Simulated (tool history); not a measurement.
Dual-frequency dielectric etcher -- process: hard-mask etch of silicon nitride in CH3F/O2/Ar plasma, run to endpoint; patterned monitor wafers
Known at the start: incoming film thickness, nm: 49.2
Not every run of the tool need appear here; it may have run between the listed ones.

{"run": 1, "day": 0.0, "source power (W)": 510, "bias power (W)": 99, "endpoint time (s)": 55.931}
{"run": 2, "day": 0.208, "source power (W)": 480, "bias power (W)": 97, "endpoint time (s)": 57.363}
{"run": 3, "day": 0.375, "source power (W)": 550, "bias power (W)": 97, "endpoint time (s)": 55.005}
{"run": 4, "day": 0.521, "source power (W)": 520, "bias power (W)": 94, "endpoint time (s)": 56.915}
{"run": 5, "day": 0.742, "source power (W)": 520, "bias power (W)": 106, "endpoint time (s)": 54.56}
{"run": 6, "day": 1.033, "source power (W)": 610, "bias power (W)": 106, "endpoint time (s)": 51.548}
{"run": 7, "day": 1.079, "source power (W)": 610, "bias power (W)": 106, "endpoint time (s)": 51.529}
{"run": 8, "day": 1.233, "source power (W)": 570, "bias power (W)": 101, "endpoint time (s)": 53.522}
{"run": 9, "day": 1.371, "source power (W)": 530, "bias power (W)": 97, "endpoint time (s)": 55.331}
{"run": 10, "day": 1.467, "source power (W)": 500, "bias power (W)": 94, "endpoint time (s)": 57.668}
{"run": 11, "day": 1.525, "source power (W)": 480, "bias power (W)": 92, "endpoint time (s)": 58.841}

Estimate the outcome of run 12 from the log above:
{"run": 12, "day": 1.7, "source power (W)": 460, "bias power (W)": 90, "endpoint time (s)": "?"}

endpoint time (s): 60.292
